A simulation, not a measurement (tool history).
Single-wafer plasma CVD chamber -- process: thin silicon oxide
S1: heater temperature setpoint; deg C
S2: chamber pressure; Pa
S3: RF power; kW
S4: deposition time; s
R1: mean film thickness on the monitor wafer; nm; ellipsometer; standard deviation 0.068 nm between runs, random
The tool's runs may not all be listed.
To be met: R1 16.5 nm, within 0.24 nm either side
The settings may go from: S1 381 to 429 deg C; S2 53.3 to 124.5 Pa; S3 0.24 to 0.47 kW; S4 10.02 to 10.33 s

run	hour	S1	S2	S3	S4	R1
1	0	405	88.9	0.355	10.02	15.867
2	3.7	396	88.9	0.355	10.02	15.929
3	10.9	396	89.2	0.355	10.02	16.021
4	12.5	396	74	0.355	10.02	13.581
5	17.8	396	74	0.355	10.33	14.108
6	23.4	396	75.5	0.355	10.33	14.176
7	25	396	76.9	0.355	10.33	14.506
8	27.3	396	78.1	0.355	10.33	14.621

4 candidate next runs follow, results not yet known. Just one meets every target within its allowed miss. Identify it.
A	29.6	381	70.3	0.305	10.02	?
B	29.6	389	88	0.36	10.33	?
C	29.6	397	93.7	0.345	10.33	?
D	29.6	391	73.2	0.345	10.33	?

move	R1
A	12.507
B	16.431
C	17.019
D	13.81
A: its largest miss is bigger than the last run's
B: all results land within tolerance of their targets
C: takes the biggest miss from the last run beyond its target
D: its largest miss is bigger than the last run's
Go with B: it meets all targets.

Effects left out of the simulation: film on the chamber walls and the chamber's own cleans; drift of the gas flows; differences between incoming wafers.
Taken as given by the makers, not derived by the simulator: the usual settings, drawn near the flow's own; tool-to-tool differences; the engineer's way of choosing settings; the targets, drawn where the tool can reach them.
